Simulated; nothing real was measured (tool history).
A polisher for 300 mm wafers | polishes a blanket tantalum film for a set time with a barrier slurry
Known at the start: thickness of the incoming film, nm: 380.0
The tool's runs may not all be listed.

run    day  flow of slurry (ml/min)  pressure of the wafer on the pad (kPa)  speed of the pad under the wafer (cm/s)  abrasive content of the slurry  polishing time (s)  film removed (nm)
  1      0                      230                                    13.1                                      124                               1                  32             62.066
  2  0.029                      255                                    13.1                                      124                               1                  32             64.894
  3  0.196                      245                                    11.7                                      120                               1                  32             56.422
  4  0.246                      245                                     9.7                                      120                               1                  32             46.834
  5  0.321                      245                                     9.7                                      148                               1                  32             56.945
  6  0.467                      240                                       9                                      140                               1                  32               50.1
  7    0.6                      235                                     8.3                                      134                               1                  32             43.208
  8  0.921                      220                                     7.6                                      134                               1                  32             39.802
  9  1.142                      210                                     7.6                                      134                               1                  32              40.27
 10  1.438                      205                                     7.6                                      132                               1                  32             39.253
 11  1.492                      200                                     7.6                                      130                               1                  32             38.308
 12  1.538                      195                                     7.6                                      128                               1                  32             37.854
 13   1.85                      190                                     7.6                                      126                               1                  32             36.996

Forecast run 14:
 14  1.929                      190                                     7.6                                      126                               1                  32                  ?

film removed (nm): 36.627

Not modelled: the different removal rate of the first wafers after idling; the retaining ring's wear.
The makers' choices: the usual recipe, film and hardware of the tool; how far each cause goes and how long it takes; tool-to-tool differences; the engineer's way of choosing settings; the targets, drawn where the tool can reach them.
